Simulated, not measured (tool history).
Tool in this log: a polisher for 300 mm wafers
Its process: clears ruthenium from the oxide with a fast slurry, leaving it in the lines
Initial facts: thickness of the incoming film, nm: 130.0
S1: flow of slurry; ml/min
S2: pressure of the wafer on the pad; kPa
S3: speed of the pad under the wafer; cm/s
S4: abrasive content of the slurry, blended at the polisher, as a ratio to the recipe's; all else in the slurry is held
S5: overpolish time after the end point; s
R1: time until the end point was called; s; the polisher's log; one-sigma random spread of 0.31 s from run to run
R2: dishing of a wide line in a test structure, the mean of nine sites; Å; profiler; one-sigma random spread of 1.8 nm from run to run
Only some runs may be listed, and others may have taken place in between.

run 1 hour=0 | S1=185 S2=17.9 S3=100 S4=1 S5=29 | R1=40.118 R2=674.47
run 2 hour=3.2 | S1=185 S2=19.3 S3=102 S4=1 S5=27 | R1=35.827 R2=671.59
run 3 hour=5.6 | S1=185 S2=15.9 S3=102 S4=1 S5=27 | R1=42.49 R2=610.98
run 4 hour=6.6 | S1=185 S2=17.2 S3=106 S4=1 S5=26 | R1=38.064 R2=640.56
run 5 hour=10.8 | S1=185 S2=13.8 S3=106 S4=1 S5=26 | R1=46.37 R2=560.63
run 6 hour=14 | S1=185 S2=15.9 S3=108 S4=1 S5=25 | R1=39.824 R2=600.79
run 7 hour=20.2 | S1=185 S2=17.2 S3=110 S4=1 S5=24 | R1=36.663 R2=617.4
run 8 hour=28.8 | S1=185 S2=18.6 S3=112 S4=1 S5=24 | R1=34.065 R2=654.16

What does the tool deliver on the next run?
run 9 hour=35.1 | S1=185 S2=20 S3=114 S4=1 S5=23 | R1=? R2=?

R1: 32.201 s
R2: 663.34 Å
